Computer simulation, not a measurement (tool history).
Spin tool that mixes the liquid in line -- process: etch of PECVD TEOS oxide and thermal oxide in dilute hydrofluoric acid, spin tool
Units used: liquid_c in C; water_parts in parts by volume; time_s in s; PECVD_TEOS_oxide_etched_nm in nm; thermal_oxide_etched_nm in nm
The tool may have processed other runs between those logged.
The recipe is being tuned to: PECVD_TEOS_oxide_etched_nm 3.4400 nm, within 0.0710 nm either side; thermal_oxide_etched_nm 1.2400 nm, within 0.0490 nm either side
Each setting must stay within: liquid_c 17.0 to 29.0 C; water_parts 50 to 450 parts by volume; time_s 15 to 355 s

Run 1, hour 0.0: liquid_c 21.0 C, water_parts 250 parts by volume, time_s 180 s. Result: PECVD_TEOS_oxide_etched_nm 6.4091 nm, thermal_oxide_etched_nm 2.2794 nm.
Run 2, hour 6.1: liquid_c 21.0 C, water_parts 175 parts by volume, time_s 180 s. Result: PECVD_TEOS_oxide_etched_nm 9.8852 nm, thermal_oxide_etched_nm 3.5056 nm.
Run 3, hour 14.2: liquid_c 24.5 C, water_parts 175 parts by volume, time_s 180 s. Result: PECVD_TEOS_oxide_etched_nm 11.2660 nm, thermal_oxide_etched_nm 4.0623 nm.
Run 4, hour 16.2: liquid_c 26.5 C, water_parts 175 parts by volume, time_s 180 s. Result: PECVD_TEOS_oxide_etched_nm 12.1350 nm, thermal_oxide_etched_nm 4.3984 nm.
Run 5, hour 16.8: liquid_c 26.5 C, water_parts 260 parts by volume, time_s 180 s. Result: PECVD_TEOS_oxide_etched_nm 7.4530 nm, thermal_oxide_etched_nm 2.7418 nm.
Run 6, hour 25.5: liquid_c 26.5 C, water_parts 260 parts by volume, time_s 140 s. Result: PECVD_TEOS_oxide_etched_nm 5.7918 nm, thermal_oxide_etched_nm 2.0638 nm.
Run 7, hour 29.5: liquid_c 22.5 C, water_parts 305 parts by volume, time_s 140 s. Result: PECVD_TEOS_oxide_etched_nm 4.1170 nm, thermal_oxide_etched_nm 1.4991 nm.
Run 8, hour 36.0: liquid_c 21.5 C, water_parts 305 parts by volume, time_s 140 s. Result: PECVD_TEOS_oxide_etched_nm 3.9569 nm, thermal_oxide_etched_nm 1.4108 nm.
Run 9, hour 44.3: liquid_c 21.0 C, water_parts 305 parts by volume, time_s 140 s. Result: PECVD_TEOS_oxide_etched_nm 3.8921 nm, thermal_oxide_etched_nm 1.3802 nm.
Run 10, hour 48.3: liquid_c 17.5 C, water_parts 310 parts by volume, time_s 140 s. Result: PECVD_TEOS_oxide_etched_nm 3.3306 nm, thermal_oxide_etched_nm 1.2182 nm.

Next run, 4 choices. One meets every target within its allowed miss, the rest don't. Which?
Run A, hour 52.3: liquid_c 25.0 C, water_parts 335 parts by volume, time_s 115 s. Result: PECVD_TEOS_oxide_etched_nm ?, thermal_oxide_etched_nm ?.
Run B, hour 52.3: liquid_c 18.5 C, water_parts 310 parts by volume, time_s 140 s. Result: PECVD_TEOS_oxide_etched_nm ?, thermal_oxide_etched_nm ?.
Run C, hour 52.3: liquid_c 17.0 C, water_parts 305 parts by volume, time_s 135 s. Result: PECVD_TEOS_oxide_etched_nm ?, thermal_oxide_etched_nm ?.
Run D, hour 52.3: liquid_c 22.0 C, water_parts 335 parts by volume, time_s 130 s. Result: PECVD_TEOS_oxide_etched_nm ?, thermal_oxide_etched_nm ?.

move  PECVD_TEOS_oxide_etched_nm  thermal_oxide_etched_nm
   A                      3.2217                   1.1488
   B                      3.4472                   1.2292
   C                      3.2078                   1.1439
   D                      3.2862                   1.1718
A: moves away from the targets compared with the last run
B: hits every target within its allowed miss
C: moves away from the targets compared with the last run
D: moves away from the targets compared with the last run
Correct choice: B, which meets every target

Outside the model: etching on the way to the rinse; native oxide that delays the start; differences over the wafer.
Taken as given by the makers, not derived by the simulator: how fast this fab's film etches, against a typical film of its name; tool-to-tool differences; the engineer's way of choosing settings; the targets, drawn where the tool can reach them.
